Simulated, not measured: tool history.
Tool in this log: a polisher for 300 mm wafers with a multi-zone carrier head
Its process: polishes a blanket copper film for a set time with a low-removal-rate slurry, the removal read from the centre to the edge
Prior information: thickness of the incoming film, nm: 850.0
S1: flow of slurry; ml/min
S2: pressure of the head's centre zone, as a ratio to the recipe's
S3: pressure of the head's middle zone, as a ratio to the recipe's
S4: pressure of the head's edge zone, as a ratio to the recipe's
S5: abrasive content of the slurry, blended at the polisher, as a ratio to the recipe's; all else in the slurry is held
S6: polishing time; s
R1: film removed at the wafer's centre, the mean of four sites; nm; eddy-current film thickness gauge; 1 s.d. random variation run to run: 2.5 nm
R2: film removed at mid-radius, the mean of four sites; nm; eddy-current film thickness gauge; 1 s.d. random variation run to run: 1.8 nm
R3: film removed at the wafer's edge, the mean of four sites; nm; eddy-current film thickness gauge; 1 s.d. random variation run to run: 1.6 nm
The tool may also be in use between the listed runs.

run	hour	S1	S2	S3	S4	S5	S6	R1	R2	R3
1	0.0	125	1.00	1.00	1.00	1.00	47	168.81	164.06	177.15
2	1.5	130	1.00	1.02	1.02	1.05	47	170.62	171.68	180.35
3	4.4	135	1.00	1.03	1.03	1.10	47	173.72	174.15	184.31
4	10.1	140	1.00	1.05	1.04	1.15	47	177.15	179.41	187.12
# hour 14.1: edge zone pressure recalibrated
5	14.1	140	0.92	1.05	1.04	1.15	47	168.94	180.43	179.88
6	19.0	140	0.93	1.06	1.06	1.20	47	170.49	183.73	183.63
7	24.4	140	0.94	1.07	1.07	1.25	48	175.03	194.47	190.45

Estimate the outcome of run 8 from the log above:
8	33.1	140	0.95	1.08	1.08	1.30	48	?	?	?

{"run 8": {"R1": 176.35, "R2": 196.95, "R3": 194.27}}
